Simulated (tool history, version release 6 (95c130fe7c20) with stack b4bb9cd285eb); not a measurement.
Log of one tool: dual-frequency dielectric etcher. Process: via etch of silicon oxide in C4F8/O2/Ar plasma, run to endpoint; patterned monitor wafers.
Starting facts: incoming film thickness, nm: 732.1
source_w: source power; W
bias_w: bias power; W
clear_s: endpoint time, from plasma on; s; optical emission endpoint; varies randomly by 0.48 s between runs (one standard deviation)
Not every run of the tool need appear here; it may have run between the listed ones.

{"run": 1, "hour": 0.0, "source_w": 1890, "bias_w": 2303, "clear_s": 136.45}
{"run": 2, "hour": 6.9, "source_w": 1770, "bias_w": 2291, "clear_s": 139.41}
{"run": 3, "hour": 13.5, "source_w": 1770, "bias_w": 2476, "clear_s": 137.24}
{"run": 4, "hour": 18.6, "source_w": 1770, "bias_w": 2882, "clear_s": 134.56}
{"run": 5, "hour": 22.5, "source_w": 1990, "bias_w": 2882, "clear_s": 129.38}
{"run": 6, "hour": 26.8, "source_w": 1830, "bias_w": 2882, "clear_s": 132.78}
{"run": 7, "hour": 31.6, "source_w": 1830, "bias_w": 2882, "clear_s": 133.31}

Expected results for the next run?
{"run": 8, "hour": 39.5, "source_w": 1450, "bias_w": 2820, "clear_s": "?"}

{"run 8": {"clear_s": 143.54}}
